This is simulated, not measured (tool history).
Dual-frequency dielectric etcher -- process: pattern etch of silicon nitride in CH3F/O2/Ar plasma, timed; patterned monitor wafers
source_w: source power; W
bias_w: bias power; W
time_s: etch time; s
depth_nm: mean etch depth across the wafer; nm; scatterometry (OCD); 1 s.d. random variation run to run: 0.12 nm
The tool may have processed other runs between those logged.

Run 1, hour 0.0: source_w 340 W, bias_w 69 W, time_s 39.5 s. Result: depth_nm 25.729 nm.
Run 2, hour 2.8: source_w 370 W, bias_w 70 W, time_s 39.5 s. Result: depth_nm 26.548 nm.
Run 3, hour 10.4: source_w 370 W, bias_w 70 W, time_s 39.5 s. Result: depth_nm 26.430 nm.
Run 4, hour 14.1: source_w 370 W, bias_w 70 W, time_s 39.5 s. Result: depth_nm 26.534 nm.
Run 5, hour 19.3: source_w 390 W, bias_w 71 W, time_s 39.5 s. Result: depth_nm 27.140 nm.
Run 6, hour 20.4: source_w 390 W, bias_w 64 W, time_s 39.5 s. Result: depth_nm 26.187 nm.
Run 7, hour 22.7: source_w 410 W, bias_w 66 W, time_s 39.5 s. Result: depth_nm 27.000 nm.

Run 8 comes next. What will it give?
Run 8, hour 28.2: source_w 420 W, bias_w 67 W, time_s 39.5 s. Result: depth_nm ?.

depth_nm: 27.346 nm

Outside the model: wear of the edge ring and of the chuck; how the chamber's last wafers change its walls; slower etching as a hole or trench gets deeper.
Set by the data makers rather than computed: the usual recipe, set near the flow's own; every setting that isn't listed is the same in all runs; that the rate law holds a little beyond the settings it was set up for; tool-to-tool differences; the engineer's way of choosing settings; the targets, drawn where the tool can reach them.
